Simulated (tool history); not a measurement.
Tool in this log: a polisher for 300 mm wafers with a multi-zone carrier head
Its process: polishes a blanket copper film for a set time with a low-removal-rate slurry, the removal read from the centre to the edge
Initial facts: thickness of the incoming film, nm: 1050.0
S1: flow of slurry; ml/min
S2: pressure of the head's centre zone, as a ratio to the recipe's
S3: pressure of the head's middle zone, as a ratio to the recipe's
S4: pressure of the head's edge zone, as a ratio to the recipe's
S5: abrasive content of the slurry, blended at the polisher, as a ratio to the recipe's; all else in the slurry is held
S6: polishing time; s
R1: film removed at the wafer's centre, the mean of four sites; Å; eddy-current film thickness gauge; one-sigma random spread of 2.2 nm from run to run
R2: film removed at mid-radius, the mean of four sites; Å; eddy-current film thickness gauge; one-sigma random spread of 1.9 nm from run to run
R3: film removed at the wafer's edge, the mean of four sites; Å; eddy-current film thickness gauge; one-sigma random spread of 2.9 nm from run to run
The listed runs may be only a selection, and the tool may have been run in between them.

Run 1, hour 0.0: S1 175 ml/min, S2 1.00, S3 1.00, S4 1.00, S5 1.00, S6 65 s. Result: R1 2642.7 Å, R2 2643.9 Å, R3 2583.2 Å.
Run 2, hour 8.8: S1 175 ml/min, S2 1.00, S3 1.00, S4 0.98, S5 0.95, S6 64 s. Result: R1 2582.3 Å, R2 2528.7 Å, R3 2628.6 Å.
Run 3, hour 16.2: S1 175 ml/min, S2 1.01, S3 1.01, S4 0.99, S5 0.95, S6 62 s. Result: R1 2580.3 Å, R2 2484.0 Å, R3 2492.8 Å.
Run 4, hour 23.4: S1 150 ml/min, S2 1.01, S3 1.01, S4 0.99, S5 0.95, S6 62 s. Result: R1 2442.8 Å, R2 2441.1 Å, R3 2410.7 Å.
Run 5, hour 25.7: S1 150 ml/min, S2 1.01, S3 1.06, S4 0.99, S5 0.95, S6 62 s. Result: R1 2420.9 Å, R2 2575.5 Å, R3 2442.8 Å.
Run 6, hour 29.7: S1 130 ml/min, S2 1.01, S3 1.06, S4 0.99, S5 0.95, S6 62 s. Result: R1 2444.6 Å, R2 2497.8 Å, R3 2369.8 Å.
Run 7, hour 38.0: S1 125 ml/min, S2 1.02, S3 1.07, S4 0.98, S5 0.90, S6 61 s. Result: R1 2354.7 Å, R2 2409.0 Å, R3 2340.6 Å.
Run 8, hour 42.3: S1 125 ml/min, S2 1.03, S3 1.08, S4 0.97, S5 0.90, S6 60 s. Result: R1 2336.9 Å, R2 2421.1 Å, R3 2251.1 Å.
Run 9, hour 49.0: S1 125 ml/min, S2 1.03, S3 1.08, S4 0.96, S5 0.90, S6 59 s. Result: R1 2351.3 Å, R2 2388.3 Å, R3 2234.7 Å.

What will run 10 give?
Run 10, hour 55.3: S1 125 ml/min, S2 1.03, S3 1.08, S4 0.95, S5 0.90, S6 58 s. Result: R1 ?, R2 ?, R3 ?.

R1: 2259.0 Å
R2: 2304.8 Å
R3: 2134.3 Å

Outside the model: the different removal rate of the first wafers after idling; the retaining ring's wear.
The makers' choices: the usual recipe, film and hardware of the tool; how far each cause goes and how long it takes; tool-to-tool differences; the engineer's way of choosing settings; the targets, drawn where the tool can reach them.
